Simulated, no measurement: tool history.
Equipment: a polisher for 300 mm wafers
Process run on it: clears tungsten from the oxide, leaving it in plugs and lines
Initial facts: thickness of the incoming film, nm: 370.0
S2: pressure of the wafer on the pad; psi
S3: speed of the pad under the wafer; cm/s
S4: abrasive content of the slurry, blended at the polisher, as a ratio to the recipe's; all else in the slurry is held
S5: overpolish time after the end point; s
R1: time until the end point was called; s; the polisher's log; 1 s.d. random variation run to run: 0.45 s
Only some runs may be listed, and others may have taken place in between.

{"run": 1, "hour": 0.0, "flow of slurry (ml/min)": 285, "S2": 4.3, "S3": 114, "S4": 1, "S5": 11, "R1": 68.728}
{"run": 2, "hour": 4.0, "flow of slurry (ml/min)": 285, "S2": 4.7, "S3": 114, "S4": 1, "S5": 11, "R1": 64.992}
{"run": 3, "hour": 5.8, "flow of slurry (ml/min)": 285, "S2": 4.7, "S3": 96, "S4": 1, "S5": 11, "R1": 75.484}
{"run": 4, "hour": 12.4, "flow of slurry (ml/min)": 285, "S2": 5.1, "S3": 96, "S4": 1, "S5": 11, "R1": 71.015}
{"run": 5, "hour": 14.3, "flow of slurry (ml/min)": 285, "S2": 5.1, "S3": 96, "S4": 1, "S5": 11, "R1": 71.674}
{"run": 6, "hour": 17.9, "flow of slurry (ml/min)": 285, "S2": 5.5, "S3": 98, "S4": 1, "S5": 11, "R1": 65.162}

What will run 7 give?
{"run": 7, "hour": 19.7, "flow of slurry (ml/min)": 285, "S2": 5.8, "S3": 98, "S4": 1, "S5": 11, "R1": "?"}

Run 7 produced R1 62.628 s.

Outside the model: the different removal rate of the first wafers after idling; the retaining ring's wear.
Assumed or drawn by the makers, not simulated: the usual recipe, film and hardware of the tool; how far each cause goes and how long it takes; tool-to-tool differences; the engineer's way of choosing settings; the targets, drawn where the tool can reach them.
